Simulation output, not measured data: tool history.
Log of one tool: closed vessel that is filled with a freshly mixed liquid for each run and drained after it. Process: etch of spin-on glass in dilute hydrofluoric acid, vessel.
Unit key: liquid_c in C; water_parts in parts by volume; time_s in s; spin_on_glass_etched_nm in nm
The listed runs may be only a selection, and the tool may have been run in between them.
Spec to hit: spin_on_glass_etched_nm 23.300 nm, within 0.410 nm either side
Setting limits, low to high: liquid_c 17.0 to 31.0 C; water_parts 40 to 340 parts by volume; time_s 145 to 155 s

{"run": 1, "hour": 0.0, "liquid_c": 23.0, "water_parts": 190, "time_s": 145, "spin_on_glass_etched_nm": 16.313}
{"run": 2, "hour": 7.7, "liquid_c": 24.5, "water_parts": 190, "time_s": 145, "spin_on_glass_etched_nm": 17.292}
{"run": 3, "hour": 12.7, "liquid_c": 25.5, "water_parts": 190, "time_s": 145, "spin_on_glass_etched_nm": 17.939}
{"run": 4, "hour": 14.3, "liquid_c": 26.5, "water_parts": 190, "time_s": 145, "spin_on_glass_etched_nm": 18.534}
{"run": 5, "hour": 16.5, "liquid_c": 27.5, "water_parts": 190, "time_s": 145, "spin_on_glass_etched_nm": 19.172}
{"run": 6, "hour": 24.6, "liquid_c": 29.0, "water_parts": 190, "time_s": 145, "spin_on_glass_etched_nm": 20.397}
{"run": 7, "hour": 31.5, "liquid_c": 29.0, "water_parts": 190, "time_s": 145, "spin_on_glass_etched_nm": 20.321}
{"run": 8, "hour": 33.8, "liquid_c": 29.5, "water_parts": 190, "time_s": 145, "spin_on_glass_etched_nm": 20.731}
{"run": 9, "hour": 40.1, "liquid_c": 30.0, "water_parts": 190, "time_s": 145, "spin_on_glass_etched_nm": 21.119}
{"run": 10, "hour": 45.0, "liquid_c": 30.0, "water_parts": 190, "time_s": 145, "spin_on_glass_etched_nm": 20.945}
{"run": 11, "hour": 49.2, "liquid_c": 31.0, "water_parts": 175, "time_s": 145, "spin_on_glass_etched_nm": 24.025}
{"run": 12, "hour": 54.9, "liquid_c": 30.5, "water_parts": 175, "time_s": 145, "spin_on_glass_etched_nm": 23.782}

Which of these 4 next moves meets every target?
{"run": "A", "hour": 60.6, "liquid_c": 30.0, "water_parts": 180, "time_s": 145, "spin_on_glass_etched_nm": "?"}
{"run": "B", "hour": 60.6, "liquid_c": 31.0, "water_parts": 185, "time_s": 145, "spin_on_glass_etched_nm": "?"}
{"run": "C", "hour": 60.6, "liquid_c": 26.5, "water_parts": 165, "time_s": 145, "spin_on_glass_etched_nm": "?"}
{"run": "D", "hour": 60.6, "liquid_c": 29.0, "water_parts": 170, "time_s": 145, "spin_on_glass_etched_nm": "?"}

move=A spin_on_glass_etched_nm=22.503
move=B spin_on_glass_etched_nm=22.528
move=C spin_on_glass_etched_nm=22.045
move=D spin_on_glass_etched_nm=23.288
A: pushes the last run's worst result past its target
B: pushes the last run's worst result past its target
C: pushes the last run's worst result past its target
D: each result inside its tolerance
Answer: D
